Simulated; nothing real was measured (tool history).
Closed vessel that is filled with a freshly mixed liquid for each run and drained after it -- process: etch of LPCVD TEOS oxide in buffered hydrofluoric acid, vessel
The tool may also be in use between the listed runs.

| run | hour | temperature setpoint of the liquid (°C) | parts of 40 % ammonium fluoride to one part of 49 % hydrofluoric acid (parts by volume) | time in the liquid (s) | thickness taken off the LPCVD TEOS oxide on a monitor wafer (angstrom) |
|---|---|---|---|---|---|
| 1 | 0.0 | 23.0 | 20.5 | 100 | 899.69 |
| 2 | 4.5 | 23.0 | 20.5 | 105 | 941.53 |
| 3 | 13.2 | 24.0 | 20.5 | 105 | 1000.40 |
| 4 | 14.8 | 24.0 | 20.5 | 105 | 990.24 |
| 5 | 16.8 | 24.0 | 20.5 | 100 | 949.24 |
| 6 | 23.7 | 24.0 | 18.0 | 100 | 1065.40 |
| 7 | 28.5 | 24.5 | 18.0 | 100 | 1092.70 |

Run 8 is up next; what results do you expect?
| 8 | 36.5 | 25.0 | 18.0 | 100 | ? |

Run 8 yielded thickness taken off the LPCVD TEOS oxide on a monitor wafer (angstrom) 1124.30.
